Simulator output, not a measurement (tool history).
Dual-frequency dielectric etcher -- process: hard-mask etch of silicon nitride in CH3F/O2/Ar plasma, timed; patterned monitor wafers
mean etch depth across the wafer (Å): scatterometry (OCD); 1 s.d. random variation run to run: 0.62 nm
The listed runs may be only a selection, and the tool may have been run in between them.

run,day,source power (W),bias power (W),etch time (s),mean etch depth across the wafer (Å)
1,0,540,64,158,1154.6
2,0.162,580,65,158,1211.7
3,0.196,610,65,158,1250.7
4,0.546,560,65,158,1192.5
5,0.683,590,65,158,1221.2
6,0.888,590,74,158,1274.7
7,0.938,610,74,158,1284.5
8,0.971,630,74,158,1311.6
9,1.246,640,74,158,1320.9
10,1.542,650,74,158,1318.6

Expected results for the next run?
11,1.679,660,74,158,?

Run 11 came out at mean etch depth across the wafer (Å) 1333.6.

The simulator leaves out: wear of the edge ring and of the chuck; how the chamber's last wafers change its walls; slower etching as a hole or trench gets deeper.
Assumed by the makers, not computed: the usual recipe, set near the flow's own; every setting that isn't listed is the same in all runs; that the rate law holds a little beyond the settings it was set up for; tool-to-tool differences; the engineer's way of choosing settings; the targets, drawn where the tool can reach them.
